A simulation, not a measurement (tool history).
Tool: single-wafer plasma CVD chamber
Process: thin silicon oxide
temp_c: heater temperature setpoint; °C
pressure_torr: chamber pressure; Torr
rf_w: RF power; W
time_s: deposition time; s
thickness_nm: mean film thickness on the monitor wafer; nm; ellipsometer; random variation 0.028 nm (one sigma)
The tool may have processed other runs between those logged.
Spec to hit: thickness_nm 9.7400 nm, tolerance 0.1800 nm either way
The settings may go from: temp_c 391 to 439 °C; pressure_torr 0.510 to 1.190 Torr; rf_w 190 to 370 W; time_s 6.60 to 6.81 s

| run | hour | temp_c | pressure_torr | rf_w | time_s | thickness_nm |
|---|---|---|---|---|---|---|
| 1 | 0.0 | 415 | 0.850 | 280 | 6.60 | 12.5330 |
| 2 | 5.4 | 415 | 0.813 | 280 | 6.60 | 12.0670 |
| 3 | 10.4 | 415 | 0.813 | 255 | 6.60 | 11.6920 |
| 4 | 17.0 | 415 | 0.813 | 270 | 6.60 | 11.9800 |
| 5 | 20.1 | 415 | 0.780 | 270 | 6.60 | 11.5240 |
| 6 | 22.3 | 415 | 0.780 | 235 | 6.60 | 10.9620 |
| 7 | 24.5 | 415 | 0.762 | 235 | 6.60 | 10.8590 |
| 8 | 29.7 | 415 | 0.762 | 235 | 6.60 | 10.7890 |
| 9 | 33.1 | 415 | 0.747 | 235 | 6.60 | 10.6110 |
| 10 | 38.3 | 415 | 0.734 | 235 | 6.60 | 10.4600 |
| 11 | 42.3 | 415 | 0.724 | 235 | 6.60 | 10.4160 |
| 12 | 44.2 | 415 | 0.713 | 235 | 6.60 | 10.2180 |
| 13 | 53.2 | 415 | 0.706 | 235 | 6.60 | 10.1910 |
| 14 | 55.6 | 415 | 0.655 | 235 | 6.60 | 9.4428 |
| 15 | 63.8 | 415 | 0.659 | 235 | 6.60 | 9.5294 |

Exercise: of the 4 proposed moves below, exactly one satisfies all targets within the stated allowed misses. Which move is it?
| A | 72.0 | 409 | 0.650 | 215 | 6.71 | ? |
| B | 72.0 | 421 | 0.611 | 270 | 6.60 | ? |
| C | 72.0 | 411 | 0.626 | 255 | 6.81 | ? |
| D | 72.0 | 403 | 0.632 | 240 | 6.65 | ? |

| move | thickness_nm |
|---|---|
| A | 9.3646 |
| B | 9.3111 |
| C | 9.6979 |
| D | 9.4154 |
A: its largest miss is bigger than the last run's
B: its largest miss is bigger than the last run's
C: meets every target
D: its largest miss is bigger than the last run's
Move C is the one to make.
